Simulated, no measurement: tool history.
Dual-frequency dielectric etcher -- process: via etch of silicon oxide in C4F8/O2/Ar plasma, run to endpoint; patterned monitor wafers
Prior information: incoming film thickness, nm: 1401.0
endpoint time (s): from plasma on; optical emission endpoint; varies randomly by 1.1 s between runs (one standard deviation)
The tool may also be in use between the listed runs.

| run | hour | source power (kW) | bias power (kW) | endpoint time (s) |
|---|---|---|---|---|
| 1 | 0.0 | 1.650 | 2.451 | 264.43 |
| 2 | 9.0 | 1.510 | 2.385 | 277.83 |
| 3 | 12.4 | 1.740 | 2.385 | 259.68 |
| 4 | 15.8 | 1.600 | 2.339 | 271.60 |
| 5 | 17.5 | 1.740 | 2.339 | 262.62 |
| 6 | 24.1 | 1.610 | 2.339 | 270.71 |
| 7 | 26.9 | 1.610 | 2.339 | 269.97 |
| 8 | 28.0 | 1.490 | 2.290 | 283.83 |

What does the tool deliver on the next run?
| 9 | 30.9 | 1.420 | 2.271 | ? |

Run 9 measured endpoint time (s) 289.01.

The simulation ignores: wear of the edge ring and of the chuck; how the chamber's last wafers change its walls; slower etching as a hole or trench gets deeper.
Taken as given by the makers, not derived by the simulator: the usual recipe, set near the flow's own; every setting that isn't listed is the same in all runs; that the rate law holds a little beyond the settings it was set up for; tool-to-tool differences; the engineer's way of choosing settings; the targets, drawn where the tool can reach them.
